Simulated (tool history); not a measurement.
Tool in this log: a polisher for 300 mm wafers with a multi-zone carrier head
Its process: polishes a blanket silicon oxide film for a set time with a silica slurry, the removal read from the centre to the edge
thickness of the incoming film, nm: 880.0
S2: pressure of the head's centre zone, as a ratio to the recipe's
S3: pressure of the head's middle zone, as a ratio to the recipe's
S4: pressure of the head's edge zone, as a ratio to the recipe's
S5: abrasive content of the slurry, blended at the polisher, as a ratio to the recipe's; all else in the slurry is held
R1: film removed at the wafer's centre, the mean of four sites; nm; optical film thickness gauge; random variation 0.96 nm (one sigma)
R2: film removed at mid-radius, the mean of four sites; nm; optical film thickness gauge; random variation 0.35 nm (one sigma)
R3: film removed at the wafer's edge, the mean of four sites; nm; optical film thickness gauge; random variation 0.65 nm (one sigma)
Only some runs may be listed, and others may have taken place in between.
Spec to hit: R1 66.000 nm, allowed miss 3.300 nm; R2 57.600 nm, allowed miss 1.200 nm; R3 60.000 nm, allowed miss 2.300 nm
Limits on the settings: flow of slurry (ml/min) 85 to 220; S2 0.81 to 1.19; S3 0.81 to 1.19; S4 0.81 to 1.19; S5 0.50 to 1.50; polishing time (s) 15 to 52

run 1 hour=0.0 | flow_of_slurry_(ml/min)=140 S2=1.00 S3=1.00 S4=1.00 S5=1.00 polishing_time_(s)=33 | R1=65.793 R2=67.721 R3=65.428
run 2 hour=8.9 | flow_of_slurry_(ml/min)=140 S2=1.00 S3=1.00 S4=1.07 S5=1.00 polishing_time_(s)=33 | R1=66.811 R2=66.738 R3=67.219
run 3 hour=15.8 | flow_of_slurry_(ml/min)=140 S2=1.00 S3=1.00 S4=1.02 S5=1.00 polishing_time_(s)=33 | R1=66.494 R2=67.591 R3=64.891
run 4 hour=17.7 | flow_of_slurry_(ml/min)=140 S2=1.00 S3=0.97 S4=1.02 S5=1.00 polishing_time_(s)=33 | R1=65.704 R2=66.089 R3=65.509
run 5 hour=18.3 | flow_of_slurry_(ml/min)=140 S2=1.00 S3=0.97 S4=1.02 S5=0.90 polishing_time_(s)=33 | R1=61.400 R2=62.274 R3=60.745
run 6 hour=23.0 | flow_of_slurry_(ml/min)=135 S2=1.01 S3=0.96 S4=1.02 S5=0.90 polishing_time_(s)=33 | R1=62.436 R2=60.814 R3=60.128
run 7 hour=26.4 | flow_of_slurry_(ml/min)=130 S2=1.02 S3=0.96 S4=1.03 S5=0.90 polishing_time_(s)=33 | R1=61.465 R2=60.272 R3=60.341
run 8 hour=28.6 | flow_of_slurry_(ml/min)=130 S2=1.03 S3=0.96 S4=1.03 S5=0.90 polishing_time_(s)=33 | R1=63.729 R2=60.092 R3=60.649
run 9 hour=31.2 | flow_of_slurry_(ml/min)=130 S2=1.04 S3=0.96 S4=1.03 S5=0.90 polishing_time_(s)=33 | R1=63.397 R2=60.136 R3=61.368
run 10 hour=39.9 | flow_of_slurry_(ml/min)=130 S2=1.05 S3=0.96 S4=1.02 S5=0.90 polishing_time_(s)=33 | R1=65.105 R2=60.515 R3=60.789

Next run, 5 choices. One meets every target within its allowed miss, the rest don't. Which?
run A hour=48.6 | flow_of_slurry_(ml/min)=100 S2=1.11 S3=1.00 S4=1.11 S5=1.00 polishing_time_(s)=32 | R1=? R2=? R3=?
run B hour=48.6 | flow_of_slurry_(ml/min)=125 S2=1.10 S3=0.94 S4=1.07 S5=0.90 polishing_time_(s)=32 | R1=? R2=? R3=?
run C hour=48.6 | flow_of_slurry_(ml/min)=130 S2=1.04 S3=1.01 S4=1.00 S5=0.80 polishing_time_(s)=38 | R1=? R2=? R3=?
run D hour=48.6 | flow_of_slurry_(ml/min)=110 S2=1.08 S3=1.03 S4=1.00 S5=0.95 polishing_time_(s)=33 | R1=? R2=? R3=?
run E hour=48.6 | flow_of_slurry_(ml/min)=145 S2=1.09 S3=1.03 S4=0.99 S5=0.85 polishing_time_(s)=33 | R1=? R2=? R3=?

move=A R1=65.749 R2=60.467 R3=61.026
move=B R1=65.335 R2=57.126 R3=58.675
move=C R1=68.572 R2=67.265 R3=62.897
move=D R1=65.990 R2=63.702 R3=59.309
move=E R1=66.765 R2=63.278 R3=57.565
A: no nearer and no further than the last run
B: all results land within tolerance of their targets
C: lands further from the targets than the last run did
D: lands further from the targets than the last run did
E: lands further from the targets than the last run did
Move B is the one to make.
